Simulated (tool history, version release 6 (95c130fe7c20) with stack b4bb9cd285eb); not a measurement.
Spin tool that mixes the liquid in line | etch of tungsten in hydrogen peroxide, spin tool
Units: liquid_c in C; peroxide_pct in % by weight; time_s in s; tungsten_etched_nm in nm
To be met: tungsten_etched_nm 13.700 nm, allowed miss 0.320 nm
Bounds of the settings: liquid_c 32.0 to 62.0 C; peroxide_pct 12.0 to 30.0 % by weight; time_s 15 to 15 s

Run 1, hour 0.0: liquid_c 46.0 C, peroxide_pct 22.5 % by weight, time_s 15 s. Result: tungsten_etched_nm 27.888 nm.
Run 2, hour 3.8: liquid_c 53.0 C, peroxide_pct 22.5 % by weight, time_s 15 s. Result: tungsten_etched_nm 42.877 nm.
Run 3, hour 11.2: liquid_c 53.0 C, peroxide_pct 27.0 % by weight, time_s 15 s. Result: tungsten_etched_nm 47.019 nm.
Run 4, hour 16.6: liquid_c 53.0 C, peroxide_pct 22.0 % by weight, time_s 15 s. Result: tungsten_etched_nm 42.294 nm.
Run 5, hour 18.5: liquid_c 53.0 C, peroxide_pct 17.0 % by weight, time_s 15 s. Result: tungsten_etched_nm 37.384 nm.
Run 6, hour 20.3: liquid_c 50.0 C, peroxide_pct 17.0 % by weight, time_s 15 s. Result: tungsten_etched_nm 31.061 nm.
Run 7, hour 24.2: liquid_c 47.5 C, peroxide_pct 17.0 % by weight, time_s 15 s. Result: tungsten_etched_nm 26.849 nm.
Run 8, hour 29.8: liquid_c 45.5 C, peroxide_pct 17.0 % by weight, time_s 15 s. Result: tungsten_etched_nm 23.412 nm.
Run 9, hour 34.5: liquid_c 44.0 C, peroxide_pct 17.0 % by weight, time_s 15 s. Result: tungsten_etched_nm 21.468 nm.
Run 10, hour 40.1: liquid_c 42.5 C, peroxide_pct 17.0 % by weight, time_s 15 s. Result: tungsten_etched_nm 19.631 nm.
At hour 44.6: peroxide flow meter replaced.
Run 11, hour 44.6: liquid_c 41.5 C, peroxide_pct 17.0 % by weight, time_s 15 s. Result: tungsten_etched_nm 17.742 nm.
Run 12, hour 45.8: liquid_c 41.0 C, peroxide_pct 17.0 % by weight, time_s 15 s. Result: tungsten_etched_nm 16.973 nm.
Run 13, hour 46.8: liquid_c 37.0 C, peroxide_pct 17.0 % by weight, time_s 15 s. Result: tungsten_etched_nm 13.194 nm.

5 next moves are on the table. One of them brings every result within its allowed miss. Which?
Run A, hour 47.8: liquid_c 35.5 C, peroxide_pct 19.5 % by weight, time_s 15 s. Result: tungsten_etched_nm ?.
Run B, hour 47.8: liquid_c 36.5 C, peroxide_pct 21.5 % by weight, time_s 15 s. Result: tungsten_etched_nm ?.
Run C, hour 47.8: liquid_c 38.5 C, peroxide_pct 13.0 % by weight, time_s 15 s. Result: tungsten_etched_nm ?.
Run D, hour 47.8: liquid_c 37.5 C, peroxide_pct 17.0 % by weight, time_s 15 s. Result: tungsten_etched_nm ?.
Run E, hour 47.8: liquid_c 37.5 C, peroxide_pct 15.0 % by weight, time_s 15 s. Result: tungsten_etched_nm ?.

move  tungsten_etched_nm
   A              12.613
   B              14.159
   C              12.567
   D              13.454
   E              12.638
A: further off than the last run
B: takes the result that was furthest off past its target
C: further off than the last run
D: meets every target
E: further off than the last run
Answer: D

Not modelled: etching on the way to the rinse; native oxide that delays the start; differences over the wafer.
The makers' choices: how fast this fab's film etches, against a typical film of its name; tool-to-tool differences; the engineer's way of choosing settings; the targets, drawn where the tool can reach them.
